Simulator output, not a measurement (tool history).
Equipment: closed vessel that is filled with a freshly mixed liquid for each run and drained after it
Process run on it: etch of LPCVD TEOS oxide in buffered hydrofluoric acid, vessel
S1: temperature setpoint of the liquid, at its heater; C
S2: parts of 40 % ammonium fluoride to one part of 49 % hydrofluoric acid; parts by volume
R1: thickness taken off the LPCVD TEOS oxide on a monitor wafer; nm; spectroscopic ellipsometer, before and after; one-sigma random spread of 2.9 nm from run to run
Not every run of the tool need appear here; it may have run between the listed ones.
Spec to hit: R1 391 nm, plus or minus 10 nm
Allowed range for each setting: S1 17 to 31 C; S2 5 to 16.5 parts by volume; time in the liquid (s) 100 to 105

Run 1, hour 0: S1 23 C, S2 10 parts by volume, time in the liquid (s) 100. Result: R1 240.65 nm.
Run 2, hour 3.9: S1 24 C, S2 10 parts by volume, time in the liquid (s) 100. Result: R1 252.03 nm.
Run 3, hour 12.8: S1 25 C, S2 10 parts by volume, time in the liquid (s) 100. Result: R1 268.9 nm.
Run 4, hour 20.2: S1 27 C, S2 10 parts by volume, time in the liquid (s) 100. Result: R1 293 nm.
Run 5, hour 23.6: S1 27.5 C, S2 10 parts by volume, time in the liquid (s) 100. Result: R1 305.94 nm.
Run 6, hour 24.5: S1 27.5 C, S2 10 parts by volume, time in the liquid (s) 100. Result: R1 307.72 nm.
Run 7, hour 32.2: S1 27.5 C, S2 10 parts by volume, time in the liquid (s) 100. Result: R1 303.35 nm.
Run 8, hour 36.5: S1 28 C, S2 10 parts by volume, time in the liquid (s) 100. Result: R1 309.64 nm.
Run 9, hour 41.2: S1 28.5 C, S2 10 parts by volume, time in the liquid (s) 100. Result: R1 322.75 nm.
Run 10, hour 46.9: S1 29 C, S2 10 parts by volume, time in the liquid (s) 100. Result: R1 329.02 nm.
Run 11, hour 50.5: S1 29.5 C, S2 10 parts by volume, time in the liquid (s) 100. Result: R1 338.75 nm.
Run 12, hour 53.8: S1 30.5 C, S2 9.5 parts by volume, time in the liquid (s) 100. Result: R1 364.74 nm.

Consider the 5 candidate settings below. Which is the only one whose results all fall within their allowed miss of target?
Run A, hour 57.1: S1 30 C, S2 9 parts by volume, time in the liquid (s) 100. Result: R1 ?.
Run B, hour 57.1: S1 24.5 C, S2 7 parts by volume, time in the liquid (s) 100. Result: R1 ?.
Run C, hour 57.1: S1 31 C, S2 8.5 parts by volume, time in the liquid (s) 100. Result: R1 ?.
Run D, hour 57.1: S1 31 C, S2 9 parts by volume, time in the liquid (s) 100. Result: R1 ?.
Run E, hour 57.1: S1 30 C, S2 9.5 parts by volume, time in the liquid (s) 100. Result: R1 ?.

move      R1
   A  371.15
   B  363.26
   C  416.05
   D  391.05
   E  358.78
A: nearer than the last run, and not there yet
B: misses by more than the last run did
C: takes the biggest miss from the last run beyond its target
D: every result lands within tolerance
E: misses by more than the last run did
The move that meets every target is D.
